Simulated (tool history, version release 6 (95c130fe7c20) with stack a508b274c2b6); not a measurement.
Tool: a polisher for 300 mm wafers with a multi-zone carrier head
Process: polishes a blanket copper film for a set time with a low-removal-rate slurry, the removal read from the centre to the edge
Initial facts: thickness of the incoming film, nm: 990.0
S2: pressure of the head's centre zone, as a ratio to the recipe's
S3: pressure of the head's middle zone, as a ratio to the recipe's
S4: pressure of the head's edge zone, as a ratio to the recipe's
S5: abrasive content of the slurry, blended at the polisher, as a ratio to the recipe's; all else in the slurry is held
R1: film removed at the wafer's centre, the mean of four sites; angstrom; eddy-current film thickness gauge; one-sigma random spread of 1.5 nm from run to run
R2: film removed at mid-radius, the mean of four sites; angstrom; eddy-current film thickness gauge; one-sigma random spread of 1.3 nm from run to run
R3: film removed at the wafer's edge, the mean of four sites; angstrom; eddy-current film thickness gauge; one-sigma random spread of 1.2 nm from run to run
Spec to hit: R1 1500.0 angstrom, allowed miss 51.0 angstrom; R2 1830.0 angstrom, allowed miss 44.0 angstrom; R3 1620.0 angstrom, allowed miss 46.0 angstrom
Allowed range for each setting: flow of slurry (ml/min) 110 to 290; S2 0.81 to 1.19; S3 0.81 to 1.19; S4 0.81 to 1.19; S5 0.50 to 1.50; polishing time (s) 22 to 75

run 1 hour=0.0 | flow_of_slurry_(ml/min)=185 S2=1.00 S3=1.00 S4=1.00 S5=1.00 polishing_time_(s)=48 | R1=1094.7 R2=1085.9 R3=1117.7
run 2 hour=3.3 | flow_of_slurry_(ml/min)=185 S2=1.00 S3=1.00 S4=0.94 S5=1.00 polishing_time_(s)=48 | R1=1085.9 R2=1073.9 R3=1095.5
run 3 hour=9.6 | flow_of_slurry_(ml/min)=185 S2=1.00 S3=1.00 S4=0.99 S5=1.00 polishing_time_(s)=48 | R1=1089.8 R2=1084.8 R3=1113.9
run 4 hour=13.8 | flow_of_slurry_(ml/min)=195 S2=0.99 S3=1.04 S4=1.02 S5=1.10 polishing_time_(s)=50 | R1=1139.5 R2=1215.7 R3=1216.4
run 5 hour=16.4 | flow_of_slurry_(ml/min)=195 S2=0.99 S3=1.12 S4=1.02 S5=1.10 polishing_time_(s)=50 | R1=1144.0 R2=1278.1 R3=1221.7
run 6 hour=19.5 | flow_of_slurry_(ml/min)=210 S2=0.99 S3=1.13 S4=1.02 S5=1.20 polishing_time_(s)=51 | R1=1223.5 R2=1366.8 R3=1279.5
run 7 hour=27.9 | flow_of_slurry_(ml/min)=220 S2=0.98 S3=1.14 S4=1.03 S5=1.25 polishing_time_(s)=52 | R1=1273.6 R2=1427.8 R3=1320.5
run 8 hour=33.5 | flow_of_slurry_(ml/min)=225 S2=0.97 S3=1.15 S4=1.04 S5=1.30 polishing_time_(s)=53 | R1=1255.6 R2=1486.6 R3=1365.9
run 9 hour=38.6 | flow_of_slurry_(ml/min)=275 S2=1.03 S3=1.19 S4=1.07 S5=1.50 polishing_time_(s)=59 | R1=1630.9 R2=1803.8 R3=1627.9
run 10 hour=42.4 | flow_of_slurry_(ml/min)=270 S2=1.01 S3=1.19 S4=1.06 S5=1.50 polishing_time_(s)=59 | R1=1608.0 R2=1807.2 R3=1614.8
run 11 hour=49.4 | flow_of_slurry_(ml/min)=265 S2=1.00 S3=1.19 S4=1.06 S5=1.50 polishing_time_(s)=59 | R1=1568.2 R2=1820.3 R3=1625.8

Pick the move, out of 5, that brings all results within their allowed miss; only one does.
run A hour=56.4 | flow_of_slurry_(ml/min)=290 S2=1.02 S3=1.17 S4=1.02 S5=1.35 polishing_time_(s)=61 | R1=? R2=? R3=?
run B hour=56.4 | flow_of_slurry_(ml/min)=275 S2=1.02 S3=1.17 S4=1.05 S5=1.50 polishing_time_(s)=60 | R1=? R2=? R3=?
run C hour=56.4 | flow_of_slurry_(ml/min)=290 S2=1.07 S3=1.16 S4=1.06 S5=1.50 polishing_time_(s)=58 | R1=? R2=? R3=?
run D hour=56.4 | flow_of_slurry_(ml/min)=210 S2=0.95 S3=1.19 S4=1.00 S5=1.45 polishing_time_(s)=63 | R1=? R2=? R3=?
run E hour=56.4 | flow_of_slurry_(ml/min)=210 S2=1.12 S3=1.19 S4=1.11 S5=1.20 polishing_time_(s)=62 | R1=? R2=? R3=?

move=A R1=1648.6 R2=1819.7 R3=1630.8
move=B R1=1638.8 R2=1810.9 R3=1650.2
move=C R1=1678.4 R2=1753.3 R3=1613.6
move=D R1=1496.2 R2=1813.8 R3=1615.1
move=E R1=1672.3 R2=1718.9 R3=1613.5
A: moves away from the targets compared with the last run
B: moves away from the targets compared with the last run
C: moves away from the targets compared with the last run
D: all results in spec
E: moves away from the targets compared with the last run
D is the move that brings every result within its allowed miss.
